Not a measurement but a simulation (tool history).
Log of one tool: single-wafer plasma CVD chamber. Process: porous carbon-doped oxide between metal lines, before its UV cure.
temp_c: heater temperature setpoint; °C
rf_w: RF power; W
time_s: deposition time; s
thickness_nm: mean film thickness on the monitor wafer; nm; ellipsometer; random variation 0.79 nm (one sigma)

{"run": 1, "day": 0.0, "temp_c": 280, "rf_w": 415, "time_s": 22.7, "thickness_nm": 115.97}
{"run": 2, "day": 0.217, "temp_c": 274, "rf_w": 415, "time_s": 22.7, "thickness_nm": 119.03}
{"run": 3, "day": 0.312, "temp_c": 269, "rf_w": 415, "time_s": 22.7, "thickness_nm": 122.99}
{"run": 4, "day": 0.538, "temp_c": 269, "rf_w": 445, "time_s": 22.7, "thickness_nm": 129.87}
{"run": 5, "day": 0.75, "temp_c": 268, "rf_w": 445, "time_s": 22.7, "thickness_nm": 129.29}
{"run": 6, "day": 1.088, "temp_c": 275, "rf_w": 445, "time_s": 22.7, "thickness_nm": 123.74}
{"run": 7, "day": 1.271, "temp_c": 273, "rf_w": 445, "time_s": 22.7, "thickness_nm": 127.1}

Run 8 comes next. What will it give?
{"run": 8, "day": 1.629, "temp_c": 271, "rf_w": 445, "time_s": 22.7, "thickness_nm": "?"}

thickness_nm: 128.49 nm
